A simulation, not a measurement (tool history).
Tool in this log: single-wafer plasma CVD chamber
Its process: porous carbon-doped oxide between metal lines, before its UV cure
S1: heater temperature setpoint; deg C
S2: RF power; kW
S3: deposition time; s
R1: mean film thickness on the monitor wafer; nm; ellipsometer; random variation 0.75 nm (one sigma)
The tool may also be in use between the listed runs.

Run 1, hour 0.0: S1 310 deg C, S2 0.650 kW, S3 23.6 s. Result: R1 148.13 nm.
Run 2, hour 6.3: S1 310 deg C, S2 0.580 kW, S3 23.6 s. Result: R1 142.34 nm.
Run 3, hour 8.1: S1 312 deg C, S2 0.575 kW, S3 23.6 s. Result: R1 140.75 nm.
Run 4, hour 11.3: S1 304 deg C, S2 0.575 kW, S3 23.6 s. Result: R1 145.43 nm.
Run 5, hour 16.7: S1 304 deg C, S2 0.575 kW, S3 23.6 s. Result: R1 146.22 nm.
Run 6, hour 22.4: S1 304 deg C, S2 0.575 kW, S3 23.6 s. Result: R1 144.54 nm.
Run 7, hour 24.9: S1 306 deg C, S2 0.565 kW, S3 23.5 s. Result: R1 143.76 nm.

Estimate the outcome of run 8 from the log above:
Run 8, hour 29.9: S1 308 deg C, S2 0.555 kW, S3 23.4 s. Result: R1 ?.

R1: 140.68 nm
